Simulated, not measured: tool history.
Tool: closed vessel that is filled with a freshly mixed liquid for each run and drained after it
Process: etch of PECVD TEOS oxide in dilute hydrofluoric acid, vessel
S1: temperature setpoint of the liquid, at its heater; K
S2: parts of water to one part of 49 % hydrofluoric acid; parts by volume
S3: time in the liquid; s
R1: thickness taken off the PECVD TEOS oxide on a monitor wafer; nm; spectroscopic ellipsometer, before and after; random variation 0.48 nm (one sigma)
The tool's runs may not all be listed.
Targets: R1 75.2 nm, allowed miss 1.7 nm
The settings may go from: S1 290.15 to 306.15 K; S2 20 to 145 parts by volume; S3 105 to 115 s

run 1 hour=0 | S1=298.15 S2=80 S3=105 | R1=37.694
run 2 hour=2.1 | S1=298.15 S2=80 S3=115 | R1=41.687
run 3 hour=9.8 | S1=299.65 S2=75 S3=115 | R1=47.152
run 4 hour=15.1 | S1=300.65 S2=70 S3=115 | R1=53.355
run 5 hour=24.4 | S1=302.65 S2=70 S3=115 | R1=56.992
run 6 hour=28.4 | S1=303.15 S2=70 S3=115 | R1=58.62
run 7 hour=34 | S1=303.65 S2=70 S3=115 | R1=59.846
run 8 hour=36.2 | S1=306.15 S2=60 S3=115 | R1=76.923

Which of these 5 next moves meets every target?
run A hour=38.4 | S1=306.15 S2=65 S3=115 | R1=?
run B hour=38.4 | S1=305.65 S2=65 S3=115 | R1=?
run C hour=38.4 | S1=305.15 S2=60 S3=115 | R1=?
run D hour=38.4 | S1=303.65 S2=50 S3=105 | R1=?
run E hour=38.4 | S1=303.15 S2=50 S3=110 | R1=?

move=A R1=71.904
move=B R1=70.558
move=C R1=75.595
move=D R1=79.398
move=E R1=81.566
A: takes the result that was furthest off past its target
B: takes the result that was furthest off past its target
C: meets every target
D: further off than the last run
E: further off than the last run
Answer: C
